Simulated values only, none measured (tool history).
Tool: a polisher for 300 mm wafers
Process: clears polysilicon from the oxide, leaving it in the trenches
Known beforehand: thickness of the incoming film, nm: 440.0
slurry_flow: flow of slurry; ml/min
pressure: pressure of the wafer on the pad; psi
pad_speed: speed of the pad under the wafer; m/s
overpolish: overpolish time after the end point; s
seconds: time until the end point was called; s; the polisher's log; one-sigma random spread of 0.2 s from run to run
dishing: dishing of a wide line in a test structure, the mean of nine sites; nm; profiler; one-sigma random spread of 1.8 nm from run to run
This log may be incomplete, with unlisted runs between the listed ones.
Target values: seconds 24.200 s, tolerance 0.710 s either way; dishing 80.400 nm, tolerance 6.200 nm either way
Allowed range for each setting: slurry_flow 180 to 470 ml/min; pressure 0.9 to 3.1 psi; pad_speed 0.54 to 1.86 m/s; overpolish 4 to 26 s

run  hour  slurry_flow  pressure  pad_speed  overpolish  seconds  dishing
  1   0.0          300       2.0       1.18          13   45.118   61.954
  2   2.9          370       2.0       1.18          13   44.021   65.291
  3  11.0          370       2.0       1.18           9   44.828   55.147
  4  14.1          300       2.0       1.18           9   44.886   57.310
  5  19.8          300       2.2       1.20          10   40.967   60.154
  6  21.5          245       2.2       1.20          10   41.703   62.139
  7  27.7          250       2.4       1.24          10   37.776   63.717
  8  32.9          255       2.6       1.30          10   33.366   65.254
  9  37.2          255       2.6       1.30          10   33.152   64.904
 10  38.9          255       2.7       1.34          11   31.266   68.068
 11  47.8          255       2.8       1.38          12   29.201   71.997
 12  51.5          265       3.1       1.46          13   24.944   75.657
 13  54.7          265       3.1       1.46          13   25.087   73.907
 14  56.6          265       3.1       1.48          14   25.092   78.816

Which single option among these 5 for the next run brings every result within its allowed miss of target? Just one does.
  A  58.5          250       3.1       1.64           8        ?        ?
  B  58.5          265       3.1       1.52           9        ?        ?
  C  58.5          285       3.1       1.58           8        ?        ?
  D  58.5          305       3.1       1.58           6        ?        ?
  E  58.5          190       2.9       1.70          16        ?        ?

move  seconds  dishing
   A   22.662   69.704
   B   24.254   70.791
   C   23.179   69.195
   D   23.030   62.056
   E   24.078   79.055
A: takes the result that was furthest off past its target
B: corrects the largest miss of the last run, while another result sits out of spec
C: takes the result that was furthest off past its target
D: takes the result that was furthest off past its target
E: each result inside its tolerance
The right move is E.

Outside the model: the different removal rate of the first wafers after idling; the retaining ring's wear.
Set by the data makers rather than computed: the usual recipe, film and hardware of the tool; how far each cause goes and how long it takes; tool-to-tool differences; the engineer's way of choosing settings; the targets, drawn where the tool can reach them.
